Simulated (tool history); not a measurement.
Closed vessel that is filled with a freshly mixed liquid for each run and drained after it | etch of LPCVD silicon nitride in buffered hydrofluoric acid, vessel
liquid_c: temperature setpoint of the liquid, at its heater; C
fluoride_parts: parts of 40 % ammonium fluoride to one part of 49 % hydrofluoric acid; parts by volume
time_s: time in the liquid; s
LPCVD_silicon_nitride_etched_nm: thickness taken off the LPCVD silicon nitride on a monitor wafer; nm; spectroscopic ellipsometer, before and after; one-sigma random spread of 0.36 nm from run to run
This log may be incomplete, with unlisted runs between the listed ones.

run	hour	liquid_c	fluoride_parts	time_s	LPCVD_silicon_nitride_etched_nm
1	0	21	11.5	2970	32.55
2	4	21.5	11.5	2970	33.718
3	10.6	21.5	14.5	2970	26.724
4	15.1	21.5	14.5	2970	26.859
5	16	21.5	13	2970	29.915
6	21	22.5	13	2970	31.205
7	24.1	23.5	13	2970	33.618
8	26.6	24	13	2970	33.9
9	28	24	13	2970	34.079
10	31.9	24.5	13	2970	35.171
11	36.4	25	13	2970	35.773

What does the tool deliver on the next run?
12	39.3	25.5	13	2970	?

LPCVD_silicon_nitride_etched_nm: 36.291 nm
